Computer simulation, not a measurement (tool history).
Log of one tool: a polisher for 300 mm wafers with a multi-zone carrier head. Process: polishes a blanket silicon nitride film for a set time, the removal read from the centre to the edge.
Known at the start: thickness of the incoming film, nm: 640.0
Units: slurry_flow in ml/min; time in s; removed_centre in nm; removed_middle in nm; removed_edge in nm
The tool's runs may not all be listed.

run 1 hour=0 | slurry_flow=315 centre_zone=1 middle_zone=1 edge_zone=1 time=71 | removed_centre=177.4 removed_middle=180.23 removed_edge=178.96
run 2 hour=8 | slurry_flow=315 centre_zone=1 middle_zone=1.04 edge_zone=1 time=71 | removed_centre=178.85 removed_middle=181.94 removed_edge=181.58
run 3 hour=15.1 | slurry_flow=315 centre_zone=1 middle_zone=1.04 edge_zone=0.93 time=71 | removed_centre=179.11 removed_middle=185.35 removed_edge=174.03
run 4 hour=22.7 | slurry_flow=365 centre_zone=1 middle_zone=1.04 edge_zone=0.93 time=71 | removed_centre=182.62 removed_middle=183.68 removed_edge=176.31
run 5 hour=23.4 | slurry_flow=365 centre_zone=1 middle_zone=1.04 edge_zone=0.93 time=55 | removed_centre=139.53 removed_middle=144.96 removed_edge=134.95
run 6 hour=25.7 | slurry_flow=370 centre_zone=1.01 middle_zone=1.01 edge_zone=0.94 time=53 | removed_centre=135.59 removed_middle=133.61 removed_edge=134.79
run 7 hour=27.7 | slurry_flow=370 centre_zone=1.02 middle_zone=1 edge_zone=0.92 time=52 | removed_centre=131.97 removed_middle=131.71 removed_edge=128.04
run 8 hour=31.3 | slurry_flow=375 centre_zone=1.03 middle_zone=0.98 edge_zone=0.91 time=52 | removed_centre=134.68 removed_middle=128.62 removed_edge=126.56
run 9 hour=32 | slurry_flow=375 centre_zone=1.03 middle_zone=0.96 edge_zone=0.9 time=52 | removed_centre=134.93 removed_middle=126.58 removed_edge=126.36
run 10 hour=37 | slurry_flow=375 centre_zone=1.03 middle_zone=0.94 edge_zone=0.89 time=51 | removed_centre=133.31 removed_middle=125.38 removed_edge=127.71

The next listed run, before its measurement:
run 11 hour=42.5 | slurry_flow=375 centre_zone=1.04 middle_zone=0.93 edge_zone=0.89 time=50 | removed_centre=? removed_middle=? removed_edge=?

Run 11 gave removed_centre 131.87 nm, removed_middle 120.8 nm, removed_edge 119.27 nm.
